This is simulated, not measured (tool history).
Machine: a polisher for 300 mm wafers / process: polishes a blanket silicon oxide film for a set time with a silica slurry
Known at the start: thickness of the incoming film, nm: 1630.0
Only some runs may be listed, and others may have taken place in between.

| run | day | flow of slurry (ml/min) | pressure of the wafer on the pad (kPa) | speed of the pad under the wafer (m/s) | abrasive content of the slurry | polishing time (s) | film removed (Å) |
|---|---|---|---|---|---|---|---|
| 1 | 0 | 200 | 22.8 | 1.04 | 1 | 46 | 1259.8 |
| 2 | 0.104 | 235 | 22.8 | 1.04 | 1 | 46 | 1265.6 |
| 3 | 0.296 | 235 | 21.4 | 1.02 | 1 | 46 | 1191.7 |
| 4 | 0.379 | 235 | 20 | 0.98 | 1 | 46 | 1046.8 |
| 5 | 0.496 | 235 | 18.6 | 0.98 | 1 | 46 | 997.11 |
| 6 | 0.8 | 235 | 18.6 | 0.98 | 1.2 | 46 | 1051.6 |
| 7 | 1.092 | 235 | 17.2 | 0.96 | 1.2 | 46 | 982.19 |
| 8 | 1.204 | 235 | 16.5 | 0.94 | 1.2 | 46 | 919.64 |
| 9 | 1.467 | 235 | 15.9 | 0.94 | 1.2 | 46 | 875.7 |
| 10 | 1.704 | 235 | 15.2 | 0.94 | 1.2 | 46 | 862.78 |
| 11 | 1.979 | 235 | 14.5 | 0.92 | 1.2 | 46 | 803.98 |
| 12 | 2.096 | 235 | 13.8 | 0.92 | 1.2 | 46 | 769.25 |
| 13 | 2.458 | 235 | 13.1 | 0.92 | 1.2 | 46 | 722.43 |
| 14 | 2.596 | 230 | 13.1 | 0.92 | 1.2 | 46 | 717.53 |
| 15 | 2.821 | 225 | 13.1 | 0.92 | 1.2 | 46 | 722.64 |
| 16 | 3.071 | 220 | 13.1 | 0.92 | 1.2 | 46 | 710.7 |

Estimate the outcome of run 17 from the log above:
| 17 | 3.267 | 215 | 13.1 | 0.92 | 1.2 | 46 | ? |

film removed (Å): 723.46
